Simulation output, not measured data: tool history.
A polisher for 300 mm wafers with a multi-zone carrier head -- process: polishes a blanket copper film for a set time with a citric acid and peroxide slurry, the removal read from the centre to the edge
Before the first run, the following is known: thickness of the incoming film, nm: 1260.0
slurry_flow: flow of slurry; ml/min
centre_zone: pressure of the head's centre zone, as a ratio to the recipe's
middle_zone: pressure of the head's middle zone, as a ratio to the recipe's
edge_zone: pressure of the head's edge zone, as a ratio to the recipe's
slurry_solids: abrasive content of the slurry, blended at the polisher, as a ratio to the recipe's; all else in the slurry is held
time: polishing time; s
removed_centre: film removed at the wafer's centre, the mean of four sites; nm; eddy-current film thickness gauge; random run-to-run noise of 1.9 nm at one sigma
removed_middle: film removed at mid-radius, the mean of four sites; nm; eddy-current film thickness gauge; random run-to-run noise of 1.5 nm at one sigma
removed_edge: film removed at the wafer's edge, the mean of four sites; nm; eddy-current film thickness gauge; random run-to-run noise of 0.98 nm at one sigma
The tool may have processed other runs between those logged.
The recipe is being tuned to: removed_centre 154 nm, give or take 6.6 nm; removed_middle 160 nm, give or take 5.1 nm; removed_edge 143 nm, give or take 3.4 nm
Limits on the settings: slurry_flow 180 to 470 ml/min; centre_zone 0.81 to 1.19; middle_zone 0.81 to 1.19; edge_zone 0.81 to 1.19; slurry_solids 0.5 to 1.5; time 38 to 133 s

run 1 hour=0 | slurry_flow=300 centre_zone=1 middle_zone=1 edge_zone=1 slurry_solids=1 time=85 | removed_centre=118.18 removed_middle=118.8 removed_edge=121.17
run 2 hour=7.5 | slurry_flow=315 centre_zone=1.04 middle_zone=1.06 edge_zone=1.02 slurry_solids=1.15 time=86 | removed_centre=128.65 removed_middle=128.67 removed_edge=128.53
run 3 hour=10.4 | slurry_flow=315 centre_zone=1.04 middle_zone=1.06 edge_zone=1.02 slurry_solids=0.95 time=86 | removed_centre=128.6 removed_middle=122.42 removed_edge=122.95
run 4 hour=14.3 | slurry_flow=330 centre_zone=1.06 middle_zone=1.1 edge_zone=1.01 slurry_solids=1.1 time=87 | removed_centre=130.85 removed_middle=133.82 removed_edge=128.22
run 5 hour=20.8 | slurry_flow=330 centre_zone=1.06 middle_zone=1.1 edge_zone=1.04 slurry_solids=1.1 time=87 | removed_centre=131.43 removed_middle=132.12 removed_edge=129.84
run 6 hour=24.9 | slurry_flow=330 centre_zone=1.06 middle_zone=1.1 edge_zone=1.01 slurry_solids=1.1 time=87 | removed_centre=133.83 removed_middle=132.95 removed_edge=126.84
run 7 hour=33.9 | slurry_flow=330 centre_zone=1.06 middle_zone=1.1 edge_zone=1.01 slurry_solids=1.1 time=87 | removed_centre=130.28 removed_middle=133.75 removed_edge=126.93
run 8 hour=35.3 | slurry_flow=335 centre_zone=1.1 middle_zone=1.13 edge_zone=1.02 slurry_solids=1.2 time=88 | removed_centre=142.77 removed_middle=143.02 removed_edge=133.58
run 9 hour=40.2 | slurry_flow=385 centre_zone=1.11 middle_zone=1.19 edge_zone=1.04 slurry_solids=1.35 time=89 | removed_centre=147.01 removed_middle=152.9 removed_edge=138.62

5 candidate next runs follow, results not yet known. Just one meets every target within its allowed miss. Identify it.
run A hour=45.1 | slurry_flow=355 centre_zone=1.06 middle_zone=1.19 edge_zone=0.92 slurry_solids=1.35 time=92 | removed_centre=? removed_middle=? removed_edge=?
run B hour=45.1 | slurry_flow=390 centre_zone=1.13 middle_zone=1.19 edge_zone=1.06 slurry_solids=1.3 time=83 | removed_centre=? removed_middle=? removed_edge=?
run C hour=45.1 | slurry_flow=345 centre_zone=1.07 middle_zone=1.15 edge_zone=0.99 slurry_solids=1.5 time=93 | removed_centre=? removed_middle=? removed_edge=?
run D hour=45.1 | slurry_flow=450 centre_zone=1.04 middle_zone=1.19 edge_zone=0.93 slurry_solids=1.25 time=98 | removed_centre=? removed_middle=? removed_edge=?
run E hour=45.1 | slurry_flow=345 centre_zone=0.94 middle_zone=1.19 edge_zone=0.97 slurry_solids=1.5 time=98 | removed_centre=? removed_middle=? removed_edge=?

move=A removed_centre=149.41 removed_middle=159.15 removed_edge=134.67
move=B removed_centre=143.93 removed_middle=143.55 removed_edge=129.49
move=C removed_centre=155.17 removed_middle=159.22 removed_edge=143.44
move=D removed_centre=156.91 removed_middle=170.07 removed_edge=144.01
move=E removed_centre=143.54 removed_middle=172.72 removed_edge=149.67
A: gets the furthest-off result to its target, but another result is out of tolerance
B: the biggest miss grows against the last run
C: meets every target
D: carries the result that was furthest off beyond its target, to the other side
E: carries the result that was furthest off beyond its target, to the other side
C is the move that brings every result within its allowed miss.

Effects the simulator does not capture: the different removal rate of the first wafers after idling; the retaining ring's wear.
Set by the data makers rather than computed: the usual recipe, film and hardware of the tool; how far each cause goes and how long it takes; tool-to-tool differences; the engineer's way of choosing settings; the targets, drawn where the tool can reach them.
